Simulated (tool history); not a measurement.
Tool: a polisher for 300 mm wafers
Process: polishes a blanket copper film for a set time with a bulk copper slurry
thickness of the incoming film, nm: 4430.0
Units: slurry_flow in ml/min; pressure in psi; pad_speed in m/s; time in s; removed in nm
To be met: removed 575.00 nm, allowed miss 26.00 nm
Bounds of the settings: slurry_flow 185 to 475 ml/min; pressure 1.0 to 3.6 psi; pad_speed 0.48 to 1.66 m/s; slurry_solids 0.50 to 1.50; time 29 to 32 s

Run 1, hour 0.0: slurry_flow 305 ml/min, pressure 2.3 psi, pad_speed 1.06 m/s, slurry_solids 1.00, time 32 s. Result: removed 292.49 nm.
Run 2, hour 4.8: slurry_flow 305 ml/min, pressure 2.5 psi, pad_speed 1.08 m/s, slurry_solids 1.00, time 32 s. Result: removed 310.28 nm.
Run 3, hour 6.0: slurry_flow 305 ml/min, pressure 2.5 psi, pad_speed 1.08 m/s, slurry_solids 1.00, time 32 s. Result: removed 321.14 nm.
Run 4, hour 14.8: slurry_flow 305 ml/min, pressure 2.5 psi, pad_speed 1.08 m/s, slurry_solids 1.15, time 32 s. Result: removed 325.62 nm.
Run 5, hour 21.4: slurry_flow 305 ml/min, pressure 2.8 psi, pad_speed 1.08 m/s, slurry_solids 1.15, time 32 s. Result: removed 361.13 nm.
Run 6, hour 29.7: slurry_flow 305 ml/min, pressure 2.9 psi, pad_speed 1.10 m/s, slurry_solids 1.15, time 32 s. Result: removed 388.58 nm.
Run 7, hour 32.1: slurry_flow 305 ml/min, pressure 3.0 psi, pad_speed 1.12 m/s, slurry_solids 1.15, time 32 s. Result: removed 400.30 nm.
Run 8, hour 38.7: slurry_flow 305 ml/min, pressure 3.0 psi, pad_speed 1.12 m/s, slurry_solids 1.15, time 32 s. Result: removed 395.06 nm.
Run 9, hour 47.0: slurry_flow 305 ml/min, pressure 3.1 psi, pad_speed 1.16 m/s, slurry_solids 1.15, time 32 s. Result: removed 431.92 nm.
Run 10, hour 51.6: slurry_flow 305 ml/min, pressure 3.2 psi, pad_speed 1.18 m/s, slurry_solids 1.15, time 32 s. Result: removed 440.23 nm.
Run 11, hour 54.6: slurry_flow 305 ml/min, pressure 3.3 psi, pad_speed 1.20 m/s, slurry_solids 1.15, time 32 s. Result: removed 472.41 nm.
Run 12, hour 60.9: slurry_flow 305 ml/min, pressure 3.3 psi, pad_speed 1.22 m/s, slurry_solids 1.15, time 32 s. Result: removed 474.25 nm.
Run 13, hour 64.2: slurry_flow 305 ml/min, pressure 3.6 psi, pad_speed 1.30 m/s, slurry_solids 1.15, time 32 s. Result: removed 548.54 nm.

5 next moves are on the table. One of them brings every result within its allowed miss. Which?
Run A, hour 67.5: slurry_flow 310 ml/min, pressure 3.6 psi, pad_speed 1.34 m/s, slurry_solids 1.35, time 31 s. Result: removed ?.
Run B, hour 67.5: slurry_flow 305 ml/min, pressure 3.5 psi, pad_speed 1.38 m/s, slurry_solids 1.15, time 30 s. Result: removed ?.
Run C, hour 67.5: slurry_flow 270 ml/min, pressure 3.4 psi, pad_speed 1.30 m/s, slurry_solids 1.20, time 32 s. Result: removed ?.
Run D, hour 67.5: slurry_flow 345 ml/min, pressure 3.6 psi, pad_speed 1.26 m/s, slurry_solids 1.25, time 31 s. Result: removed ?.
Run E, hour 67.5: slurry_flow 300 ml/min, pressure 3.6 psi, pad_speed 1.34 m/s, slurry_solids 1.25, time 30 s. Result: removed ?.

move  removed
   A   566.02
   B   530.27
   C   520.12
   D   527.66
   E   537.84
A: meets every target
B: further off than the last run
C: further off than the last run
D: further off than the last run
E: further off than the last run
The right move is A.

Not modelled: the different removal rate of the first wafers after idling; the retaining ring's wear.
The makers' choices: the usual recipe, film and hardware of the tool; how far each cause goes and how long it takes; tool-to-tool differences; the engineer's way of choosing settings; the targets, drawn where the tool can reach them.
